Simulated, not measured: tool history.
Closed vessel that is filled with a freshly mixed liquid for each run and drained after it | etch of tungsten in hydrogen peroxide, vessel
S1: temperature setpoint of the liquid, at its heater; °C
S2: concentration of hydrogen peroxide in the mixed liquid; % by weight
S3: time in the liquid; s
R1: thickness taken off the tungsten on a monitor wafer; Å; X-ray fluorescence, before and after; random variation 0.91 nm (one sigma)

{"run": 1, "hour": 0.0, "S1": 58.0, "S2": 24, "S3": 30, "R1": 1518.4}
{"run": 2, "hour": 1.2, "S1": 57.0, "S2": 24, "S3": 30, "R1": 1446.4}
{"run": 3, "hour": 6.8, "S1": 56.0, "S2": 24, "S3": 30, "R1": 1368.9}
{"run": 4, "hour": 8.1, "S1": 55.0, "S2": 24, "S3": 30, "R1": 1282.4}
{"run": 5, "hour": 14.6, "S1": 58.0, "S2": 24, "S3": 30, "R1": 1529.6}
{"hour": 22.3, "done": "thermometer replaced"}
{"run": 6, "hour": 22.3, "S1": 57.0, "S2": 24, "S3": 30, "R1": 1272.3}

Run 7 comes next. What will it give?
{"run": 7, "hour": 27.4, "S1": 56.5, "S2": 24, "S3": 30, "R1": "?"}

R1: 1258.5 Å

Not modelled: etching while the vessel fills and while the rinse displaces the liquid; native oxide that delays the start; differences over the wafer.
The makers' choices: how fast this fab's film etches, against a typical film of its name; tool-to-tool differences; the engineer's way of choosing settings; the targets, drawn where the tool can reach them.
